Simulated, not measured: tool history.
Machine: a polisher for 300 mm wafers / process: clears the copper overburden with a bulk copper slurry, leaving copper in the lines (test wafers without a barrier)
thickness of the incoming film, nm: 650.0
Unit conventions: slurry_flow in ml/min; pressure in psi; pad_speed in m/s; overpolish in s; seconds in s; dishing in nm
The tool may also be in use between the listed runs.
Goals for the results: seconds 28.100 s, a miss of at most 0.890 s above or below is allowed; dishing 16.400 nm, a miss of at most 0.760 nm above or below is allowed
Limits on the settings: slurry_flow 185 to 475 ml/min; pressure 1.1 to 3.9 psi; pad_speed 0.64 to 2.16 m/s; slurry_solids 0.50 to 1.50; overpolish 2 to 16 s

run 1 hour=0.0 | slurry_flow=305 pressure=2.5 pad_speed=1.40 slurry_solids=1.00 overpolish=8 | seconds=42.096 dishing=16.903
run 2 hour=0.7 | slurry_flow=305 pressure=2.6 pad_speed=1.40 slurry_solids=1.00 overpolish=7 | seconds=39.948 dishing=16.341
run 3 hour=5.1 | slurry_flow=305 pressure=2.7 pad_speed=1.40 slurry_solids=1.00 overpolish=7 | seconds=38.483 dishing=16.957
run 4 hour=9.1 | slurry_flow=305 pressure=2.3 pad_speed=1.40 slurry_solids=1.00 overpolish=7 | seconds=44.977 dishing=16.274
run 5 hour=14.2 | slurry_flow=305 pressure=2.4 pad_speed=1.40 slurry_solids=1.00 overpolish=6 | seconds=43.334 dishing=15.829
run 6 hour=19.0 | slurry_flow=360 pressure=2.4 pad_speed=1.40 slurry_solids=1.00 overpolish=6 | seconds=43.389 dishing=16.017
run 7 hour=21.3 | slurry_flow=360 pressure=2.5 pad_speed=1.40 slurry_solids=1.00 overpolish=6 | seconds=41.755 dishing=16.312
run 8 hour=24.7 | slurry_flow=360 pressure=2.6 pad_speed=1.40 slurry_solids=1.00 overpolish=6 | seconds=39.393 dishing=16.070
run 9 hour=32.2 | slurry_flow=360 pressure=2.7 pad_speed=1.40 slurry_solids=1.00 overpolish=6 | seconds=38.147 dishing=15.972
run 10 hour=39.8 | slurry_flow=360 pressure=2.8 pad_speed=1.40 slurry_solids=1.00 overpolish=6 | seconds=36.634 dishing=16.522
run 11 hour=47.3 | slurry_flow=360 pressure=2.9 pad_speed=1.40 slurry_solids=1.00 overpolish=6 | seconds=35.649 dishing=16.670
run 12 hour=55.9 | slurry_flow=360 pressure=3.0 pad_speed=1.40 slurry_solids=1.00 overpolish=6 | seconds=34.561 dishing=16.494
run 13 hour=61.0 | slurry_flow=360 pressure=3.1 pad_speed=1.40 slurry_solids=1.00 overpolish=6 | seconds=33.324 dishing=16.443
run 14 hour=63.0 | slurry_flow=360 pressure=3.2 pad_speed=1.40 slurry_solids=1.00 overpolish=6 | seconds=32.831 dishing=16.512
run 15 hour=67.1 | slurry_flow=360 pressure=3.3 pad_speed=1.40 slurry_solids=1.00 overpolish=6 | seconds=31.353 dishing=16.743
run 16 hour=69.8 | slurry_flow=365 pressure=3.5 pad_speed=1.40 slurry_solids=1.00 overpolish=5 | seconds=29.947 dishing=16.324

Of the 5 settings listed for the next run, only one would bring every result within its allowed miss of target. Which one?
run A hour=72.5 | slurry_flow=410 pressure=3.2 pad_speed=1.66 slurry_solids=1.30 overpolish=5 | seconds=? dishing=?
run B hour=72.5 | slurry_flow=375 pressure=3.5 pad_speed=1.60 slurry_solids=0.90 overpolish=6 | seconds=? dishing=?
run C hour=72.5 | slurry_flow=340 pressure=3.5 pad_speed=1.60 slurry_solids=1.05 overpolish=5 | seconds=? dishing=?
run D hour=72.5 | slurry_flow=320 pressure=3.4 pad_speed=1.60 slurry_solids=0.80 overpolish=7 | seconds=? dishing=?
run E hour=72.5 | slurry_flow=385 pressure=3.6 pad_speed=1.56 slurry_solids=0.95 overpolish=4 | seconds=? dishing=?

move=A seconds=26.141 dishing=16.703
move=B seconds=26.433 dishing=16.814
move=C seconds=26.047 dishing=16.755
move=D seconds=28.013 dishing=16.816
move=E seconds=26.099 dishing=16.592
A: takes the result that was furthest off past its target
B: takes the result that was furthest off past its target
C: takes the result that was furthest off past its target
D: hits every target within its allowed miss
E: takes the result that was furthest off past its target
Go with D: it meets all targets.

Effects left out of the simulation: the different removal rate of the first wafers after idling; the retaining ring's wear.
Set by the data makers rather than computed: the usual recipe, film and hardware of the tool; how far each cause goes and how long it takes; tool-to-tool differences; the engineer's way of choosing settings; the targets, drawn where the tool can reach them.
